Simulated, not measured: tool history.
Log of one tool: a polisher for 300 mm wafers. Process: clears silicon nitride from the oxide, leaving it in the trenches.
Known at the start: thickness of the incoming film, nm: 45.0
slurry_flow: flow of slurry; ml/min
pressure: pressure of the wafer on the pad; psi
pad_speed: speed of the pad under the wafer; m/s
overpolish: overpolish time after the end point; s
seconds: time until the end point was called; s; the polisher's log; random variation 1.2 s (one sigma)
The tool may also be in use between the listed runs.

| run | hour | slurry_flow | pressure | pad_speed | overpolish | seconds |
|---|---|---|---|---|---|---|
| 1 | 0.0 | 190 | 2.0 | 0.84 | 4 | 77.913 |
| 2 | 1.6 | 190 | 1.9 | 0.84 | 4 | 80.750 |
| 3 | 6.7 | 190 | 2.4 | 0.84 | 4 | 66.156 |
| 4 | 9.2 | 190 | 2.4 | 0.84 | 4 | 64.943 |
| 5 | 18.2 | 190 | 2.4 | 0.84 | 4 | 68.047 |
| 6 | 22.8 | 190 | 2.1 | 0.82 | 4 | 76.538 |

Run 7 comes next. What will it give?
|  | 25.6 | worn pad replaced by a new one |
| 7 | 25.6 | 190 | 1.9 | 0.82 | 4 | ? |

seconds: 77.902 s

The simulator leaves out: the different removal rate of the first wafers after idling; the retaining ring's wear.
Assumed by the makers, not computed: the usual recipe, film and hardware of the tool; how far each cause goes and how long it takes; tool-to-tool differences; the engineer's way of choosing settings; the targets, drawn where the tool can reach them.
